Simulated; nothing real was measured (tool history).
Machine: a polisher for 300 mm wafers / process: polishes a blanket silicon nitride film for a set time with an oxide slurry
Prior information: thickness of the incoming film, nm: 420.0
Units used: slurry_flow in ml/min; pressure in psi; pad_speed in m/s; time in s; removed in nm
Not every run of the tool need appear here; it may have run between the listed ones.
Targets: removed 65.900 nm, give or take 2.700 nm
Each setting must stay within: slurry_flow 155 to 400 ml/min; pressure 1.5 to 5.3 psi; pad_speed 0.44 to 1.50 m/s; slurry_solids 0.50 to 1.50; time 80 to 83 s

run  hour  slurry_flow  pressure  pad_speed  slurry_solids  time  removed
  1   0.0          255       3.4       0.96           1.00    80   41.342
  2   3.3          255       3.4       0.84           1.00    80   37.657
  3  12.2          255       3.4       0.84           1.00    80   37.638
  4  17.1          255       4.0       0.84           1.00    80   43.279
  5  21.7          205       4.0       0.84           1.00    80   41.515
  6  22.5          205       4.0       0.68           1.00    80   36.185
  7  28.3          215       4.3       0.74           1.00    80   40.692
  8  30.8          225       4.5       0.80           1.00    80   43.699
  9  33.5          225       4.7       0.86           1.00    80   46.277

4 next moves are on the table. One of them brings every result within its allowed miss. Which?
  A  36.2          185       5.1       1.22           0.90    80        ?
  B  36.2          175       5.3       1.10           0.90    83        ?
  C  36.2          175       5.3       1.10           1.05    83        ?
  D  36.2          230       4.4       0.82           0.95    81        ?

move  removed
   A   60.460
   B   59.418
   C   65.628
   D   43.749
A: closes in on the targets versus the last run, not all within tolerance yet
B: closes in on the targets versus the last run, not all within tolerance yet
C: each result inside its tolerance
D: its largest miss is bigger than the last run's
Correct choice: C, which meets every target
